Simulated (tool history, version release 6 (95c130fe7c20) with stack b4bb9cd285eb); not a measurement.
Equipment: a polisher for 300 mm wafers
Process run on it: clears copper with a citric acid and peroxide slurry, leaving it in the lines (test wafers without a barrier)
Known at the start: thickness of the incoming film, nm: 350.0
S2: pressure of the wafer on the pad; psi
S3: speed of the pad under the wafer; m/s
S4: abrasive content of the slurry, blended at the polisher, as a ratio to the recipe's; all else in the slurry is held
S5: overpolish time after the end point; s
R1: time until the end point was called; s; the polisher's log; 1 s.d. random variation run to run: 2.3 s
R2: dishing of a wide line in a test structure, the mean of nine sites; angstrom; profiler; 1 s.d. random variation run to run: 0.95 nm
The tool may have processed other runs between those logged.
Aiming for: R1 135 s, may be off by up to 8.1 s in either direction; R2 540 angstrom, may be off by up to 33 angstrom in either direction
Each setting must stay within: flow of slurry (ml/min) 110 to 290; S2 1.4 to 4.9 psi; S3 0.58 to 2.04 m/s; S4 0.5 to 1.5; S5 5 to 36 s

run 1 hour=0 | flow_of_slurry_(ml/min)=185 S2=3.1 S3=1.3 S4=1 S5=18 | R1=124.16 R2=363.81
run 2 hour=6.8 | flow_of_slurry_(ml/min)=185 S2=3.1 S3=1.3 S4=1 S5=20 | R1=123.44 R2=397.08
run 3 hour=10.1 | flow_of_slurry_(ml/min)=185 S2=3 S3=1.3 S4=1 S5=22 | R1=127.96 R2=402.21
run 4 hour=17.4 | flow_of_slurry_(ml/min)=185 S2=3 S3=1.06 S4=1 S5=22 | R1=157.12 R2=349.21
run 5 hour=23.8 | flow_of_slurry_(ml/min)=185 S2=3.1 S3=1.06 S4=1 S5=23 | R1=149.43 R2=384.37
run 6 hour=24.6 | flow_of_slurry_(ml/min)=185 S2=3.1 S3=0.8 S4=1 S5=23 | R1=198.54 R2=289.32
run 7 hour=26.1 | flow_of_slurry_(ml/min)=185 S2=3.3 S3=0.8 S4=1 S5=24 | R1=182.49 R2=318.31
run 8 hour=35.2 | flow_of_slurry_(ml/min)=185 S2=3.4 S3=0.82 S4=1 S5=25 | R1=178.82 R2=340.15

4 next moves are on the table. One of them brings every result within its allowed miss. Which?
run A hour=44.3 | flow_of_slurry_(ml/min)=180 S2=4.3 S3=1.08 S4=0.75 S5=23 | R1=? R2=?
run B hour=44.3 | flow_of_slurry_(ml/min)=230 S2=3.6 S3=0.96 S4=1.2 S5=30 | R1=? R2=?
run C hour=44.3 | flow_of_slurry_(ml/min)=215 S2=2.5 S3=0.94 S4=1 S5=22 | R1=? R2=?
run D hour=44.3 | flow_of_slurry_(ml/min)=205 S2=3.7 S3=0.98 S4=1 S5=35 | R1=? R2=?

move=A R1=116.09 R2=484.05
move=B R1=132.66 R2=534.27
move=C R1=202.69 R2=279.18
move=D R1=134.83 R2=597.8
A: nearer the targets than the last run, but a result is still out of spec
B: hits every target within its allowed miss
C: lands further from the targets than the last run did
D: carries the result that was furthest off beyond its target, to the other side
Move B is the one to make.
